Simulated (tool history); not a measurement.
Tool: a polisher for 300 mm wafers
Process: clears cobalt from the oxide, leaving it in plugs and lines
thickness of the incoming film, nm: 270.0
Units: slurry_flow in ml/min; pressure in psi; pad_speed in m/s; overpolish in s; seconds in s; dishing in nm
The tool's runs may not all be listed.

run 1 hour=0 | slurry_flow=165 pressure=2.3 pad_speed=1.06 overpolish=13 | seconds=37.038 dishing=46.546
run 2 hour=7.5 | slurry_flow=125 pressure=2.3 pad_speed=1.06 overpolish=13 | seconds=39.491 dishing=45.752
run 3 hour=13.3 | slurry_flow=125 pressure=1.7 pad_speed=1.06 overpolish=13 | seconds=53.851 dishing=39.964
run 4 hour=21.3 | slurry_flow=125 pressure=1.7 pad_speed=0.88 overpolish=13 | seconds=62.49 dishing=37.269
run 5 hour=29.6 | slurry_flow=125 pressure=1.7 pad_speed=0.88 overpolish=8 | seconds=62.75 dishing=27.853
run 6 hour=32 | slurry_flow=125 pressure=1.7 pad_speed=0.88 overpolish=11 | seconds=61.402 dishing=32.921
run 7 hour=36.7 | slurry_flow=140 pressure=2.1 pad_speed=0.88 overpolish=9 | seconds=48.259 dishing=34.926

Run 8 comes next. What will it give?
run 8 hour=43.7 | slurry_flow=150 pressure=2.2 pad_speed=0.94 overpolish=8 | seconds=? dishing=?

{"run 8": {"seconds": 43.182, "dishing": 33.17}}
